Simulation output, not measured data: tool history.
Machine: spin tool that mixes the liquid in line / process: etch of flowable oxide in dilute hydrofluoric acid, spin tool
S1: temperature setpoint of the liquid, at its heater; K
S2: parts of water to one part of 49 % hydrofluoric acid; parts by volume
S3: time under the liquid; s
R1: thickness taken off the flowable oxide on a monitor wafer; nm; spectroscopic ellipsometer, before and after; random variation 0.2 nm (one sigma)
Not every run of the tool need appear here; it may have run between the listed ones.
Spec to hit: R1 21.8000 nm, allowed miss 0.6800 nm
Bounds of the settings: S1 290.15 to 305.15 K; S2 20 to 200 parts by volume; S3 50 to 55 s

Run 1, hour 0.0: S1 297.15 K, S2 110 parts by volume, S3 50 s. Result: R1 11.6920 nm.
Run 2, hour 3.0: S1 297.15 K, S2 110 parts by volume, S3 50 s. Result: R1 11.8330 nm.
Run 3, hour 9.7: S1 297.15 K, S2 135 parts by volume, S3 50 s. Result: R1 9.2318 nm.
Run 4, hour 12.3: S1 298.15 K, S2 125 parts by volume, S3 50 s. Result: R1 10.4080 nm.
Run 5, hour 19.8: S1 298.15 K, S2 125 parts by volume, S3 55 s. Result: R1 11.3980 nm.
Run 6, hour 27.5: S1 298.15 K, S2 85 parts by volume, S3 55 s. Result: R1 17.9200 nm.
Run 7, hour 29.2: S1 299.15 K, S2 85 parts by volume, S3 55 s. Result: R1 18.3780 nm.
Run 8, hour 30.5: S1 300.15 K, S2 85 parts by volume, S3 55 s. Result: R1 19.4120 nm.
Run 9, hour 33.3: S1 300.65 K, S2 85 parts by volume, S3 55 s. Result: R1 19.9660 nm.

Of the 5 settings listed for the next run, only one would bring every result within its allowed miss of target. Which one?
Run A, hour 36.1: S1 303.65 K, S2 100 parts by volume, S3 55 s. Result: R1 ?.
Run B, hour 36.1: S1 301.65 K, S2 95 parts by volume, S3 55 s. Result: R1 ?.
Run C, hour 36.1: S1 304.15 K, S2 80 parts by volume, S3 50 s. Result: R1 ?.
Run D, hour 36.1: S1 299.15 K, S2 70 parts by volume, S3 55 s. Result: R1 ?.
Run E, hour 36.1: S1 305.15 K, S2 85 parts by volume, S3 55 s. Result: R1 ?.

move       R1
   A  18.3210
   B  18.0090
   C  21.8440
   D  22.9380
   E  23.3040
A: the biggest miss grows against the last run
B: the biggest miss grows against the last run
C: all results land within tolerance of their targets
D: moves the result that the last run missed by most past its target, out the other side
E: moves the result that the last run missed by most past its target, out the other side
Answer: C
